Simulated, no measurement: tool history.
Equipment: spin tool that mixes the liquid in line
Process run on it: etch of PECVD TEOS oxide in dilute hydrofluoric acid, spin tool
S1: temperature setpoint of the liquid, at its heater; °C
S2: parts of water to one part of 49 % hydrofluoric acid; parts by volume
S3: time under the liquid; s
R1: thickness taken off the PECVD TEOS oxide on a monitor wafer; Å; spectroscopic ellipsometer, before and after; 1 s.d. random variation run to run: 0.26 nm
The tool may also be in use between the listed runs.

Run 1, day 0.000: S1 21 °C, S2 195 parts by volume, S3 315 s. Result: R1 197.51 Å.
Run 2, day 0.058: S1 22 °C, S2 185 parts by volume, S3 315 s. Result: R1 219.30 Å.
Run 3, day 0.317: S1 22 °C, S2 235 parts by volume, S3 315 s. Result: R1 163.29 Å.
Run 4, day 0.429: S1 23 °C, S2 220 parts by volume, S3 315 s. Result: R1 186.47 Å.
Run 5, day 0.629: S1 26 °C, S2 220 parts by volume, S3 315 s. Result: R1 207.60 Å.
Run 6, day 0.688: S1 28 °C, S2 220 parts by volume, S3 315 s. Result: R1 220.28 Å.
Run 7, day 0.725: S1 28 °C, S2 205 parts by volume, S3 315 s. Result: R1 244.73 Å.
Run 8, day 0.862: S1 28 °C, S2 195 parts by volume, S3 315 s. Result: R1 258.52 Å.
Run 9, day 1.004: S1 28 °C, S2 195 parts by volume, S3 315 s. Result: R1 259.37 Å.
Run 10, day 1.258: S1 28 °C, S2 185 parts by volume, S3 315 s. Result: R1 274.14 Å.
Run 11, day 1.604: S1 28 °C, S2 175 parts by volume, S3 315 s. Result: R1 293.16 Å.
Run 12, day 1.788: S1 28 °C, S2 170 parts by volume, S3 315 s. Result: R1 303.94 Å.

Predict the results of run 13:
Run 13, day 1.946: S1 28 °C, S2 165 parts by volume, S3 315 s. Result: R1 ?.

{"run 13": {"R1": 318.84}}
